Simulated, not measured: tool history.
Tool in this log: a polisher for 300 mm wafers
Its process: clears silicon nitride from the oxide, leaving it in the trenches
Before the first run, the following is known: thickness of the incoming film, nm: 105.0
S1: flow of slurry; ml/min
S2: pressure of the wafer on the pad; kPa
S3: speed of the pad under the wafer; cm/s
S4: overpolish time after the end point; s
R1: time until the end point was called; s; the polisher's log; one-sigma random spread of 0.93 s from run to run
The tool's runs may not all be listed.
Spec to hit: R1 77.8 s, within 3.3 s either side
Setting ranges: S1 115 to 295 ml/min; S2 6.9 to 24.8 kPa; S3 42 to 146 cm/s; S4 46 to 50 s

run 1 hour=0 | S1=190 S2=15.9 S3=94 S4=46 | R1=141.33
run 2 hour=6.8 | S1=190 S2=15.9 S3=94 S4=46 | R1=138.86
run 3 hour=12.9 | S1=190 S2=15.9 S3=116 S4=46 | R1=114.32
run 4 hour=21.8 | S1=190 S2=17.2 S3=116 S4=46 | R1=110.86
run 5 hour=24.7 | S1=190 S2=15.9 S3=116 S4=46 | R1=114.62
-- hour=25.7 head pressure recalibrated
run 6 hour=25.7 | S1=190 S2=15.9 S3=116 S4=50 | R1=110.2
run 7 hour=31.3 | S1=190 S2=15.9 S3=116 S4=50 | R1=107.27
run 8 hour=34 | S1=190 S2=17.9 S3=118 S4=50 | R1=97.783
run 9 hour=39.5 | S1=190 S2=19.3 S3=118 S4=50 | R1=92.001

Exercise: of the 5 proposed moves below, exactly one satisfies all targets within the stated allowed misses. Which move is it?
run A hour=45 | S1=155 S2=20.7 S3=122 S4=50 | R1=?
run B hour=45 | S1=150 S2=20.7 S3=126 S4=50 | R1=?
run C hour=45 | S1=195 S2=17.2 S3=106 S4=46 | R1=?
run D hour=45 | S1=210 S2=22.1 S3=112 S4=50 | R1=?
run E hour=45 | S1=195 S2=22.1 S3=130 S4=49 | R1=?

move=A R1=90.512
move=B R1=88.27
move=C R1=112.77
move=D R1=89.542
move=E R1=78.235
A: better than the last run, though not everything is in spec
B: better than the last run, though not everything is in spec
C: the biggest miss grows against the last run
D: better than the last run, though not everything is in spec
E: meets every target
E is the move that brings every result within its allowed miss.

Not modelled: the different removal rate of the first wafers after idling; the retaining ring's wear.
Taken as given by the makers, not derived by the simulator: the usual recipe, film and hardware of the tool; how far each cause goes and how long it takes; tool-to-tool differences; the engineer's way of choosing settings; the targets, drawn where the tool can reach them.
